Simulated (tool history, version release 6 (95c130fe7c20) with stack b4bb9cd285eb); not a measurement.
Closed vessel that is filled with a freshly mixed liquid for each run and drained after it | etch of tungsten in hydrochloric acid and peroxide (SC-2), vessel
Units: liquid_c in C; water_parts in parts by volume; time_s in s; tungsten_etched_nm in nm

{"run": 1, "day": 0.0, "liquid_c": 52, "water_parts": 10, "time_s": 30, "tungsten_etched_nm": 8.8317}
{"run": 2, "day": 0.292, "liquid_c": 51.5, "water_parts": 10, "time_s": 30, "tungsten_etched_nm": 8.5049}
{"run": 3, "day": 0.396, "liquid_c": 50.5, "water_parts": 10, "time_s": 30, "tungsten_etched_nm": 7.9607}
{"run": 4, "day": 0.683, "liquid_c": 46.5, "water_parts": 10, "time_s": 30, "tungsten_etched_nm": 6.1014}
{"run": 5, "day": 1.021, "liquid_c": 43.5, "water_parts": 10, "time_s": 30, "tungsten_etched_nm": 4.9743}
{"run": 6, "day": 1.342, "liquid_c": 47.5, "water_parts": 10, "time_s": 30, "tungsten_etched_nm": 6.5365}

Forecast run 7:
{"run": 7, "day": 1.475, "liquid_c": 48, "water_parts": 10, "time_s": 30, "tungsten_etched_nm": "?"}

tungsten_etched_nm: 6.708 nm

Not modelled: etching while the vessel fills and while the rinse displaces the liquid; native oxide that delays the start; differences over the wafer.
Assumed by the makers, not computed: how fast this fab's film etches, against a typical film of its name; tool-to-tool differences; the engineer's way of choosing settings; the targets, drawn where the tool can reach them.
